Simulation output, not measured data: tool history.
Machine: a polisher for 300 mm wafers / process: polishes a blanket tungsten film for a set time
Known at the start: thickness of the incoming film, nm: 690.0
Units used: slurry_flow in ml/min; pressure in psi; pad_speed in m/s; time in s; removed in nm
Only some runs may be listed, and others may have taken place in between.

run 1 day=0 | slurry_flow=170 pressure=3.7 pad_speed=1.12 slurry_solids=1 time=60 | removed=238.16
run 2 day=0.067 | slurry_flow=170 pressure=3.5 pad_speed=1.12 slurry_solids=1 time=60 | removed=230.33
run 3 day=0.392 | slurry_flow=170 pressure=3.5 pad_speed=1.12 slurry_solids=0.9 time=60 | removed=222.54
run 4 day=0.421 | slurry_flow=170 pressure=3.5 pad_speed=1.12 slurry_solids=0.9 time=60 | removed=225.05
run 5 day=0.596 | slurry_flow=170 pressure=3.5 pad_speed=1.12 slurry_solids=0.7 time=60 | removed=211.97
run 6 day=0.633 | slurry_flow=170 pressure=3.5 pad_speed=1.12 slurry_solids=0.9 time=60 | removed=229.13

What does the tool deliver on the next run?
run 7 day=0.683 | slurry_flow=170 pressure=3.5 pad_speed=1.12 slurry_solids=0.9 time=60 | removed=?

removed: 227.24 nm
